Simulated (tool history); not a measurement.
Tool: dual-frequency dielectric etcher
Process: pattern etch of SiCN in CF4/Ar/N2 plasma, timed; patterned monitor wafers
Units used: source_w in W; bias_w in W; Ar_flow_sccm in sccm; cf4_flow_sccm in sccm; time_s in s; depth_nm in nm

{"run": 1, "day": 0.0, "source_w": 380, "bias_w": 91, "Ar_flow_sccm": 96, "cf4_flow_sccm": 55, "time_s": 97.0, "depth_nm": 75.223}
{"run": 2, "day": 0.342, "source_w": 380, "bias_w": 91, "Ar_flow_sccm": 96, "cf4_flow_sccm": 46, "time_s": 97.0, "depth_nm": 74.001}
{"run": 3, "day": 0.65, "source_w": 450, "bias_w": 91, "Ar_flow_sccm": 96, "cf4_flow_sccm": 46, "time_s": 97.0, "depth_nm": 88.493}
{"run": 4, "day": 0.746, "source_w": 410, "bias_w": 90, "Ar_flow_sccm": 96, "cf4_flow_sccm": 46, "time_s": 97.0, "depth_nm": 80.35}
{"run": 5, "day": 0.979, "source_w": 380, "bias_w": 89, "Ar_flow_sccm": 96, "cf4_flow_sccm": 46, "time_s": 97.0, "depth_nm": 73.42}
{"run": 6, "day": 1.15, "source_w": 380, "bias_w": 89, "Ar_flow_sccm": 88, "cf4_flow_sccm": 46, "time_s": 97.0, "depth_nm": 74.561}
{"run": 7, "day": 1.454, "source_w": 360, "bias_w": 89, "Ar_flow_sccm": 88, "cf4_flow_sccm": 46, "time_s": 97.0, "depth_nm": 70.918}

Predict the results of run 8:
{"run": 8, "day": 1.729, "source_w": 350, "bias_w": 89, "Ar_flow_sccm": 88, "cf4_flow_sccm": 46, "time_s": 97.0, "depth_nm": "?"}

{"run 8": {"depth_nm": 68.365}}
